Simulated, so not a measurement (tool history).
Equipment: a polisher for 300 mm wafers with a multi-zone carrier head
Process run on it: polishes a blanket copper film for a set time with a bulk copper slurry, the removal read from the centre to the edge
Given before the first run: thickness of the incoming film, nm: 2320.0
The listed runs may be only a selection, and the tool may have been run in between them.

| run | hour | flow of slurry (ml/min) | pressure of the head's centre zone | pressure of the head's middle zone | pressure of the head's edge zone | abrasive content of the slurry | polishing time (s) | film removed at the wafer's centre (nm) | film removed at mid-radius (nm) | film removed at the wafer's edge (nm) |
|---|---|---|---|---|---|---|---|---|---|---|
| 1 | 0.0 | 170 | 1.00 | 1.00 | 1.00 | 1.00 | 58 | 547.86 | 549.76 | 563.90 |
| 2 | 7.8 | 170 | 1.00 | 1.00 | 1.00 | 1.00 | 52 | 493.82 | 490.56 | 500.15 |
| 3 | 10.5 | 155 | 0.99 | 0.97 | 1.00 | 1.00 | 52 | 480.05 | 469.29 | 506.73 |
| 4 | 19.2 | 155 | 0.99 | 0.97 | 1.00 | 1.00 | 44 | 408.00 | 395.65 | 419.39 |
| 5 | 25.3 | 155 | 0.99 | 0.97 | 1.00 | 1.00 | 37 | 338.85 | 337.55 | 360.62 |
| 6 | 30.7 | 155 | 0.99 | 1.02 | 1.00 | 1.00 | 37 | 335.26 | 350.21 | 350.76 |
| 7 | 34.3 | 175 | 1.00 | 1.00 | 1.05 | 1.15 | 38 | 376.16 | 379.33 | 389.52 |
| 8 | 38.5 | 190 | 0.99 | 0.98 | 1.09 | 1.25 | 39 | 381.57 | 386.11 | 417.21 |
| 9 | 45.1 | 200 | 1.01 | 0.98 | 1.12 | 1.35 | 40 | 417.45 | 397.83 | 439.96 |
| 10 | 51.4 | 210 | 1.01 | 0.99 | 1.14 | 1.40 | 40 | 426.33 | 419.87 | 457.62 |

Run 11 is up next; what results do you expect?
| 11 | 56.7 | 220 | 1.01 | 0.99 | 1.15 | 1.40 | 40 | ? | ? | ? |

{"run 11": {"film removed at the wafer's centre (nm)": 421.39, "film removed at mid-radius (nm)": 416.12, "film removed at the wafer's edge (nm)": 459.04}}

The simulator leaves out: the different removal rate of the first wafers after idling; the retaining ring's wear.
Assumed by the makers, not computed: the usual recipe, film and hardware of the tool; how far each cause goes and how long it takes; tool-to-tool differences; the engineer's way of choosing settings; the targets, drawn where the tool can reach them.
